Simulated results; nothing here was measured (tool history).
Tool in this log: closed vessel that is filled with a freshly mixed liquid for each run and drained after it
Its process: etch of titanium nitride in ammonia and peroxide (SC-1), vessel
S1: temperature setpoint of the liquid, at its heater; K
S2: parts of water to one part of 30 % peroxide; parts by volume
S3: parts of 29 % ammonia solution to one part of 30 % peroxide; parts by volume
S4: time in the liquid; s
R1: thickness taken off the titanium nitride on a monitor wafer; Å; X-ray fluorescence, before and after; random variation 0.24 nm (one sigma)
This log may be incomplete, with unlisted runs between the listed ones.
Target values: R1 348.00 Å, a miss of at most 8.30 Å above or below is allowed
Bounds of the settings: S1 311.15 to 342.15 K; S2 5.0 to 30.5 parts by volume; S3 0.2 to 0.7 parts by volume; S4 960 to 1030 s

Run 1, hour 0.0: S1 326.15 K, S2 17.0 parts by volume, S3 0.4 parts by volume, S4 960 s. Result: R1 801.53 Å.
Run 2, hour 7.3: S1 332.15 K, S2 17.0 parts by volume, S3 0.4 parts by volume, S4 960 s. Result: R1 1211.00 Å.
Run 3, hour 15.3: S1 338.65 K, S2 17.0 parts by volume, S3 0.4 parts by volume, S4 960 s. Result: R1 1799.00 Å.
Run 4, hour 22.0: S1 341.15 K, S2 17.0 parts by volume, S3 0.4 parts by volume, S4 960 s. Result: R1 2106.90 Å.
Run 5, hour 23.3: S1 341.15 K, S2 19.5 parts by volume, S3 0.4 parts by volume, S4 960 s. Result: R1 1954.40 Å.
Run 6, hour 24.4: S1 342.15 K, S2 19.5 parts by volume, S3 0.4 parts by volume, S4 960 s. Result: R1 2092.70 Å.
Run 7, hour 32.0: S1 339.15 K, S2 19.5 parts by volume, S3 0.4 parts by volume, S4 960 s. Result: R1 1738.90 Å.
Run 8, hour 35.6: S1 336.15 K, S2 19.5 parts by volume, S3 0.4 parts by volume, S4 960 s. Result: R1 1422.70 Å.
Run 9, hour 42.9: S1 328.15 K, S2 20.0 parts by volume, S3 0.4 parts by volume, S4 960 s. Result: R1 826.74 Å.
Run 10, hour 44.0: S1 326.65 K, S2 20.0 parts by volume, S3 0.4 parts by volume, S4 960 s. Result: R1 744.19 Å.
Run 11, hour 50.7: S1 325.15 K, S2 20.0 parts by volume, S3 0.4 parts by volume, S4 960 s. Result: R1 683.38 Å.
Run 12, hour 52.7: S1 324.15 K, S2 20.0 parts by volume, S3 0.4 parts by volume, S4 960 s. Result: R1 637.34 Å.
Run 13, hour 54.7: S1 323.15 K, S2 20.0 parts by volume, S3 0.4 parts by volume, S4 960 s. Result: R1 595.02 Å.
At hour 62.0: thermometer replaced.
Run 14, hour 62.0: S1 322.15 K, S2 20.0 parts by volume, S3 0.4 parts by volume, S4 960 s. Result: R1 497.28 Å.
Run 15, hour 66.8: S1 321.65 K, S2 20.0 parts by volume, S3 0.4 parts by volume, S4 960 s. Result: R1 485.01 Å.
Run 16, hour 75.2: S1 321.15 K, S2 20.0 parts by volume, S3 0.4 parts by volume, S4 960 s. Result: R1 470.82 Å.
Run 17, hour 84.4: S1 320.65 K, S2 20.0 parts by volume, S3 0.4 parts by volume, S4 960 s. Result: R1 449.09 Å.

Exercise: of the 4 proposed moves below, exactly one satisfies all targets within the stated allowed misses. Which move is it?
Run A, hour 93.6: S1 315.65 K, S2 23.0 parts by volume, S3 0.6 parts by volume, S4 1015 s. Result: R1 ?.
Run B, hour 93.6: S1 315.65 K, S2 20.0 parts by volume, S3 0.4 parts by volume, S4 1000 s. Result: R1 ?.
Run C, hour 93.6: S1 316.15 K, S2 21.0 parts by volume, S3 0.7 parts by volume, S4 960 s. Result: R1 ?.
Run D, hour 93.6: S1 317.15 K, S2 21.5 parts by volume, S3 0.4 parts by volume, S4 960 s. Result: R1 ?.

move      R1
   A  330.76
   B  326.69
   C  351.14
   D  335.82
A: moves the result that the last run missed by most past its target, out the other side
B: moves the result that the last run missed by most past its target, out the other side
C: each result inside its tolerance
D: moves the result that the last run missed by most past its target, out the other side
C meets every target.

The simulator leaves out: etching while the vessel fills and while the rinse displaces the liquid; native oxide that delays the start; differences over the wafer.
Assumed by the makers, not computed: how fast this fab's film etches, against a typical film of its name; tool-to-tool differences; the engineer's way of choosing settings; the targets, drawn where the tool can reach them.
